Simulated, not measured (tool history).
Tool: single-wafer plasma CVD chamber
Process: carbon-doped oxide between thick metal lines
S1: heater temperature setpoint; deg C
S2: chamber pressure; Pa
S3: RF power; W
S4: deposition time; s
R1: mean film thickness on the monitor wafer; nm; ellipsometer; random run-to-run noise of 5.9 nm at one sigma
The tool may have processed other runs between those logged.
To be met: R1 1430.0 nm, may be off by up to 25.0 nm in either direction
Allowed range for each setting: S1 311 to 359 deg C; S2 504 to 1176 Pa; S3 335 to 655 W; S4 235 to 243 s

| run | hour | S1 | S2 | S3 | S4 | R1 |
|---|---|---|---|---|---|---|
| 1 | 0.0 | 335 | 840 | 495 | 235 | 1293.4 |
| 2 | 4.5 | 335 | 840 | 495 | 235 | 1294.8 |
| 3 | 6.3 | 331 | 884 | 505 | 235 | 1334.3 |
| 4 | 10.3 | 328 | 916 | 510 | 235 | 1372.2 |
| 5 | 14.9 | 328 | 916 | 480 | 235 | 1302.0 |
| 6 | 20.8 | 325 | 951 | 490 | 235 | 1351.5 |
| 7 | 23.6 | 322 | 976 | 495 | 235 | 1372.7 |
| 8 | 31.0 | 316 | 1040 | 515 | 235 | 1464.1 |
| 9 | 33.4 | 317 | 1029 | 515 | 235 | 1466.3 |
| 10 | 40.4 | 322 | 985 | 505 | 235 | 1400.1 |

Pick the move, out of 5, that brings all results within their allowed miss; only one does.
| A | 47.4 | 320 | 963 | 525 | 240 | ? |
| B | 47.4 | 314 | 1032 | 515 | 235 | ? |
| C | 47.4 | 313 | 861 | 505 | 243 | ? |
| D | 47.4 | 332 | 963 | 550 | 235 | ? |
| E | 47.4 | 320 | 853 | 520 | 243 | ? |

| move | R1 |
|---|---|
| A | 1491.1 |
| B | 1483.8 |
| C | 1495.1 |
| D | 1442.9 |
| E | 1483.1 |
A: takes the biggest miss from the last run beyond its target
B: takes the biggest miss from the last run beyond its target
C: takes the biggest miss from the last run beyond its target
D: all results land within tolerance of their targets
E: takes the biggest miss from the last run beyond its target
Correct choice: D, which meets every target

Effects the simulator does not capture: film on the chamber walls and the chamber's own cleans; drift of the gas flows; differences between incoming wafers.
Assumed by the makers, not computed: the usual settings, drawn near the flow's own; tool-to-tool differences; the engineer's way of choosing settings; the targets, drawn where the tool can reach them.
